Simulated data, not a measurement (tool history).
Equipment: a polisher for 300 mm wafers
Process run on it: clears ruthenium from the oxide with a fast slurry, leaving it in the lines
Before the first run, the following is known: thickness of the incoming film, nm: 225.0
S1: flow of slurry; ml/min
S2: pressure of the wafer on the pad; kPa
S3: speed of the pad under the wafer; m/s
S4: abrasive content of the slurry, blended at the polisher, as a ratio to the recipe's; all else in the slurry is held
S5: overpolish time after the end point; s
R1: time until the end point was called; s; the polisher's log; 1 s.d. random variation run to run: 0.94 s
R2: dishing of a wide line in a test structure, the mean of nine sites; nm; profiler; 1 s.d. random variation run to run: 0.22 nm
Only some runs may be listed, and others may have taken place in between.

run	hour	S1	S2	S3	S4	S5	R1	R2
1	0	225	11.7	0.88	1	12	87.541	22.787
2	5.9	225	9.7	0.88	1	12	99.65	19.671
3	13	260	9.7	0.88	1	12	100.81	19.753
4	17	260	9.7	0.88	1	16	97.958	25.933
5	24.1	265	9.7	0.96	1	14	92.838	24.732
6	31.5	265	6.9	0.96	1	14	123.17	19.088
7	40.5	240	8.3	0.88	1.1	12	106.59	19.033
8	45.6	225	10.3	0.8	1.05	10	99.466	17.042
9	48.1	160	13.8	0.68	1	4	95.74	7.1403
10	50.5	185	14.5	0.7	1	4	89.971	8.0766

What does the tool deliver on the next run?
11	54	205	15.2	0.72	1	4	?	?

R1: 81.764 s
R2: 8.7082 nm
